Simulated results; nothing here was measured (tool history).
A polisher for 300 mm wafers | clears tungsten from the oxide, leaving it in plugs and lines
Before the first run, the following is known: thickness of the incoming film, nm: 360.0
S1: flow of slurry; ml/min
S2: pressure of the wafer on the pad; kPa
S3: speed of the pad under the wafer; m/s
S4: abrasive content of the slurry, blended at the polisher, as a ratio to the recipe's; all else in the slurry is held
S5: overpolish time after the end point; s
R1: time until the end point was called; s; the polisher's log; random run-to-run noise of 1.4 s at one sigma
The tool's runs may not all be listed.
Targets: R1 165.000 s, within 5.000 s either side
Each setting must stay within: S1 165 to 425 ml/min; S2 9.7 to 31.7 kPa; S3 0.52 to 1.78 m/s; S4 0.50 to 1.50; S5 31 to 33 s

| run | hour | S1 | S2 | S3 | S4 | S5 | R1 |
|---|---|---|---|---|---|---|---|
| 1 | 0.0 | 275 | 20.7 | 1.14 | 1.00 | 31 | 94.925 |
| 2 | 7.0 | 275 | 20.7 | 1.14 | 1.10 | 31 | 93.546 |
| 3 | 13.3 | 275 | 20.7 | 1.34 | 1.10 | 31 | 80.911 |
| 4 | 19.8 | 320 | 20.7 | 1.34 | 1.10 | 31 | 79.999 |
| 5 | 25.0 | 280 | 20.7 | 1.34 | 1.10 | 31 | 80.121 |
| 6 | 30.8 | 280 | 20.7 | 1.34 | 1.10 | 31 | 80.527 |
| 7 | 36.3 | 280 | 17.9 | 1.28 | 1.10 | 31 | 95.949 |
| 8 | 40.8 | 280 | 15.9 | 1.22 | 1.10 | 31 | 114.560 |
| 9 | 41.9 | 280 | 14.5 | 1.20 | 1.10 | 31 | 124.970 |
| 10 | 44.1 | 280 | 13.1 | 1.20 | 1.10 | 31 | 139.770 |
| 11 | 48.4 | 280 | 12.4 | 1.20 | 1.10 | 31 | 148.000 |
| 12 | 53.4 | 280 | 11.7 | 1.20 | 1.10 | 31 | 152.430 |

Exercise: of the 4 proposed moves below, exactly one satisfies all targets within the stated allowed misses. Which move is it?
| A | 58.4 | 230 | 11.7 | 1.28 | 1.15 | 33 | ? |
| B | 58.4 | 280 | 13.1 | 1.06 | 1.20 | 33 | ? |
| C | 58.4 | 320 | 12.4 | 1.20 | 1.20 | 33 | ? |
| D | 58.4 | 250 | 11.0 | 1.18 | 1.15 | 31 | ? |

| move | R1 |
|---|---|
| A | 146.870 |
| B | 153.630 |
| C | 141.850 |
| D | 166.560 |
A: moves away from the targets compared with the last run
B: better than the last run, though not everything is in spec
C: moves away from the targets compared with the last run
D: all results land within tolerance of their targets
Go with D: it meets all targets.
